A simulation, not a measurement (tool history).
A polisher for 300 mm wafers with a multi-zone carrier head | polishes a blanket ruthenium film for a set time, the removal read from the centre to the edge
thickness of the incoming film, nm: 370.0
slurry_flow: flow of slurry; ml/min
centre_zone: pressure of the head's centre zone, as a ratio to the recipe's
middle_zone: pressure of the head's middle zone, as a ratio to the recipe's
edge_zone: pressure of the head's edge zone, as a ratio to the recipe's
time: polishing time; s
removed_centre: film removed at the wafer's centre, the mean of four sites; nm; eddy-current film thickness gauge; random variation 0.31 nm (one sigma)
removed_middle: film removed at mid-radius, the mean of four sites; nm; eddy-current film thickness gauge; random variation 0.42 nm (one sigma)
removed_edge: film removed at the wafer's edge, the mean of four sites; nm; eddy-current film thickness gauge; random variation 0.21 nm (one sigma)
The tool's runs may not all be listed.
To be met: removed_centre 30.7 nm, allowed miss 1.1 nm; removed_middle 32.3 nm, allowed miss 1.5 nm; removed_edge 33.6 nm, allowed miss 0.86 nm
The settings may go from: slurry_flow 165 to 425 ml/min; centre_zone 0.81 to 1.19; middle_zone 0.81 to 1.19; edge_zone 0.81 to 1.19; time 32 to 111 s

{"run": 1, "hour": 0.0, "slurry_flow": 275, "centre_zone": 1, "middle_zone": 1, "edge_zone": 1, "time": 71, "removed_centre": 43.604, "removed_middle": 43.221, "removed_edge": 42.435}
{"run": 2, "hour": 7.6, "slurry_flow": 265, "centre_zone": 0.96, "middle_zone": 0.97, "edge_zone": 0.97, "time": 68, "removed_centre": 39.458, "removed_middle": 40.416, "removed_edge": 40.484}
{"run": 3, "hour": 8.4, "slurry_flow": 260, "centre_zone": 0.94, "middle_zone": 0.95, "edge_zone": 0.95, "time": 65, "removed_centre": 36.886, "removed_middle": 38.625, "removed_edge": 38.065}
{"run": 4, "hour": 9.4, "slurry_flow": 255, "centre_zone": 0.92, "middle_zone": 0.92, "edge_zone": 0.94, "time": 63, "removed_centre": 35.273, "removed_middle": 35.938, "removed_edge": 36.281}
{"run": 5, "hour": 12.2, "slurry_flow": 255, "centre_zone": 0.92, "middle_zone": 0.92, "edge_zone": 0.94, "time": 46, "removed_centre": 25.96, "removed_middle": 25.622, "removed_edge": 26.678}
{"run": 6, "hour": 16.1, "slurry_flow": 260, "centre_zone": 0.93, "middle_zone": 0.95, "edge_zone": 0.99, "time": 48, "removed_centre": 27.465, "removed_middle": 28.455, "removed_edge": 28.444}
{"run": 7, "hour": 24.7, "slurry_flow": 265, "centre_zone": 0.93, "middle_zone": 0.94, "edge_zone": 1.03, "time": 50, "removed_centre": 28.066, "removed_middle": 28.672, "removed_edge": 29.965}
{"run": 8, "hour": 31.6, "slurry_flow": 270, "centre_zone": 0.94, "middle_zone": 0.96, "edge_zone": 1.06, "time": 51, "removed_centre": 29.569, "removed_middle": 29.43, "removed_edge": 31.381}
{"run": 9, "hour": 35.9, "slurry_flow": 280, "centre_zone": 0.94, "middle_zone": 0.98, "edge_zone": 1.08, "time": 51, "removed_centre": 28.876, "removed_middle": 30.969, "removed_edge": 31.869}
{"run": 10, "hour": 42.7, "slurry_flow": 290, "centre_zone": 0.95, "middle_zone": 0.98, "edge_zone": 1.09, "time": 51, "removed_centre": 29.759, "removed_middle": 30.767, "removed_edge": 31.633}
{"run": 11, "hour": 46.2, "slurry_flow": 290, "centre_zone": 0.95, "middle_zone": 0.99, "edge_zone": 1.11, "time": 51, "removed_centre": 30.437, "removed_middle": 31.274, "removed_edge": 32.347}
{"run": 12, "hour": 54.2, "slurry_flow": 295, "centre_zone": 0.95, "middle_zone": 0.99, "edge_zone": 1.12, "time": 51, "removed_centre": 30.2, "removed_middle": 31.431, "removed_edge": 32.587}
{"run": 13, "hour": 59.6, "slurry_flow": 300, "centre_zone": 0.95, "middle_zone": 0.99, "edge_zone": 1.13, "time": 51, "removed_centre": 29.575, "removed_middle": 31.932, "removed_edge": 32.635}

Which of these 4 next moves meets every target?
{"run": "A", "hour": 65.0, "slurry_flow": 340, "centre_zone": 0.99, "middle_zone": 1.07, "edge_zone": 1.1, "time": 50, "removed_centre": "?", "removed_middle": "?", "removed_edge": "?"}
{"run": "B", "hour": 65.0, "slurry_flow": 280, "centre_zone": 0.91, "middle_zone": 1.03, "edge_zone": 1.14, "time": 50, "removed_centre": "?", "removed_middle": "?", "removed_edge": "?"}
{"run": "C", "hour": 65.0, "slurry_flow": 210, "centre_zone": 0.91, "middle_zone": 0.99, "edge_zone": 1.17, "time": 54, "removed_centre": "?", "removed_middle": "?", "removed_edge": "?"}
{"run": "D", "hour": 65.0, "slurry_flow": 360, "centre_zone": 0.98, "middle_zone": 1.03, "edge_zone": 1.19, "time": 50, "removed_centre": "?", "removed_middle": "?", "removed_edge": "?"}

move=A removed_centre=31.297 removed_middle=32.905 removed_edge=31.452
move=B removed_centre=28.117 removed_middle=31.239 removed_edge=31.562
move=C removed_centre=29.063 removed_middle=31.367 removed_edge=33.558
move=D removed_centre=31.143 removed_middle=32.015 removed_edge=32.899
A: further off than the last run
B: further off than the last run
C: brings the result that was furthest off to its target, and leaves another outside
D: meets every target
The right move is D.

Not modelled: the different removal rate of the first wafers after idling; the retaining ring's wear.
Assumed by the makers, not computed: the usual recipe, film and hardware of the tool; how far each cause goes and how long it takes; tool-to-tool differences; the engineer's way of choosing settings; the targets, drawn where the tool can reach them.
